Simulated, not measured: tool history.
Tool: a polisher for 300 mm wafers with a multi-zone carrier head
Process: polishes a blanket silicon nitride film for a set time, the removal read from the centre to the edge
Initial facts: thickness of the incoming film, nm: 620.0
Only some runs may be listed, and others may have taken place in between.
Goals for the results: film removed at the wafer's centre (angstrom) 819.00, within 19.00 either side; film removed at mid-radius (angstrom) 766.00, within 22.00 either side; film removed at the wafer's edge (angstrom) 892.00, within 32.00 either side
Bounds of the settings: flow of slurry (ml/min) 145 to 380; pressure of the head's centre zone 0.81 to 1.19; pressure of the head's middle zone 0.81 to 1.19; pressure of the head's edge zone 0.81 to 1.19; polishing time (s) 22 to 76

| run | day | flow of slurry (ml/min) | pressure of the head's centre zone | pressure of the head's middle zone | pressure of the head's edge zone | polishing time (s) | film removed at the wafer's centre (angstrom) | film removed at mid-radius (angstrom) | film removed at the wafer's edge (angstrom) |
|---|---|---|---|---|---|---|---|---|---|
| 1 | 0.000 | 245 | 1.00 | 1.00 | 1.00 | 49 | 627.77 | 693.61 | 684.94 |
| 2 | 0.062 | 250 | 1.01 | 0.99 | 1.03 | 50 | 640.05 | 706.86 | 722.49 |
| 3 | 0.296 | 250 | 1.01 | 0.99 | 1.07 | 50 | 650.31 | 696.15 | 723.42 |
| 4 | 0.629 | 260 | 1.02 | 0.98 | 1.09 | 51 | 665.61 | 714.55 | 755.95 |
| 5 | 0.958 | 270 | 1.04 | 0.97 | 1.11 | 52 | 692.48 | 720.66 | 774.60 |
| 6 | 1.100 | 275 | 1.05 | 0.96 | 1.12 | 53 | 721.04 | 726.74 | 787.30 |
| 7 | 1.183 | 275 | 1.05 | 0.95 | 1.13 | 54 | 728.77 | 737.32 | 818.36 |
| 8 | 1.288 | 280 | 1.06 | 0.95 | 1.14 | 54 | 741.09 | 745.55 | 816.26 |
| 9 | 1.654 | 285 | 1.07 | 0.94 | 1.15 | 54 | 746.03 | 742.01 | 822.91 |
| 10 | 1.804 | 285 | 1.07 | 0.94 | 1.15 | 54 | 739.52 | 727.02 | 827.92 |
| 11 | 2.025 | 290 | 1.08 | 0.94 | 1.16 | 54 | 751.59 | 735.56 | 833.22 |
| 12 | 2.092 | 295 | 1.09 | 0.94 | 1.16 | 54 | 760.84 | 741.04 | 825.15 |
| 13 | 2.158 | 295 | 1.09 | 0.93 | 1.16 | 54 | 760.64 | 726.58 | 821.04 |
| 14 | 2.200 | 295 | 1.09 | 0.93 | 1.16 | 55 | 772.33 | 738.11 | 860.31 |
| 15 | 2.229 | 300 | 1.10 | 0.93 | 1.16 | 55 | 780.98 | 745.33 | 846.36 |

4 next moves are on the table. One of them brings every result within its allowed miss. Which?
| A | 2.258 | 295 | 1.05 | 0.89 | 1.15 | 54 | ? | ? | ? |
| B | 2.258 | 290 | 1.06 | 0.89 | 1.18 | 56 | ? | ? | ? |
| C | 2.258 | 300 | 1.05 | 0.99 | 1.15 | 55 | ? | ? | ? |
| D | 2.258 | 275 | 1.12 | 0.93 | 1.19 | 57 | ? | ? | ? |

| move | film removed at the wafer's centre (angstrom) | film removed at mid-radius (angstrom) | film removed at the wafer's edge (angstrom) |
|---|---|---|---|
| A | 726.94 | 703.52 | 823.93 |
| B | 759.87 | 728.39 | 864.95 |
| C | 742.14 | 784.40 | 839.01 |
| D | 813.74 | 765.03 | 880.56 |
A: further off than the last run
B: further off than the last run
C: further off than the last run
D: all results land within tolerance of their targets
Correct choice: D, which meets every target

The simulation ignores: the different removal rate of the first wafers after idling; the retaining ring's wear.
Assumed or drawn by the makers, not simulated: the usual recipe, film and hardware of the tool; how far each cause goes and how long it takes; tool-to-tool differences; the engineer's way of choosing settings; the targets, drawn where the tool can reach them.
